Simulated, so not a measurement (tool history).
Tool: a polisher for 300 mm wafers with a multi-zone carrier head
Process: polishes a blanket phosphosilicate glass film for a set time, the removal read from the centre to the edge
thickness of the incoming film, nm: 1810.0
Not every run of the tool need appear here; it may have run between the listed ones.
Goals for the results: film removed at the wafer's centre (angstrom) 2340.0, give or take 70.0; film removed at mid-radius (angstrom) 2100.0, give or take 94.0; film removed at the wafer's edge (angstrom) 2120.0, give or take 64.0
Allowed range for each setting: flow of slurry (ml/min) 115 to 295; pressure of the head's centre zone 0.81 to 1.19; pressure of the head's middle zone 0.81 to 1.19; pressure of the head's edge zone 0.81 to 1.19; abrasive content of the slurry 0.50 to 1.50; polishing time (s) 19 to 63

run,hour,flow of slurry (ml/min),pressure of the head's centre zone,pressure of the head's middle zone,pressure of the head's edge zone,abrasive content of the slurry,polishing time (s),film removed at the wafer's centre (angstrom),film removed at mid-radius (angstrom),film removed at the wafer's edge (angstrom)
1,0.0,190,1.00,1.00,1.00,1.00,41,4269.6,4339.5,4389.7
2,0.9,190,1.00,1.08,1.00,1.00,41,4345.5,4693.7,4289.8
3,6.3,190,1.00,1.08,1.00,0.85,41,4006.1,4287.8,4091.9
4,12.0,190,1.03,1.07,0.96,0.75,35,3270.4,3372.9,3185.2
5,21.0,185,1.05,1.04,0.92,0.65,33,2906.2,2908.1,2749.3
6,29.7,185,1.05,1.04,0.92,0.80,33,3256.2,3180.2,3005.8
7,31.2,180,1.06,1.01,0.89,0.70,32,2936.1,2877.5,2724.6
8,37.6,180,1.07,0.98,0.88,0.65,31,2769.7,2530.9,2472.8
9,46.4,175,1.06,0.96,0.86,0.60,31,2608.7,2434.9,2367.3
10,51.3,170,1.06,0.93,0.85,0.60,31,2602.5,2323.7,2313.3
11,57.0,135,1.01,0.89,0.81,0.50,31,2097.0,1925.5,1996.1
12,63.4,150,1.02,0.89,0.81,0.50,31,2193.1,1988.7,2049.2

Exercise: of the 5 proposed moves below, exactly one satisfies all targets within the stated allowed misses. Which move is it?
A,69.8,170,1.06,0.83,0.84,0.50,30,?,?,?
B,69.8,115,1.06,0.81,0.85,0.55,32,?,?,?
C,69.8,150,1.05,0.92,0.83,0.55,30,?,?,?
D,69.8,125,1.07,0.81,0.87,0.50,32,?,?,?
E,69.8,175,0.90,0.93,0.89,0.50,31,?,?,?

move,film removed at the wafer's centre (angstrom),film removed at mid-radius (angstrom),film removed at the wafer's edge (angstrom)
A,2253.8,1876.9,2035.6
B,2277.0,1883.9,2154.7
C,2291.3,2103.1,2096.2
D,2238.5,1827.9,2097.0
E,1988.3,2143.8,2164.8
A: further off than the last run
B: corrects the largest miss of the last run, while another result sits out of spec
C: meets every target
D: further off than the last run
E: further off than the last run
C is the move that brings every result within its allowed miss.

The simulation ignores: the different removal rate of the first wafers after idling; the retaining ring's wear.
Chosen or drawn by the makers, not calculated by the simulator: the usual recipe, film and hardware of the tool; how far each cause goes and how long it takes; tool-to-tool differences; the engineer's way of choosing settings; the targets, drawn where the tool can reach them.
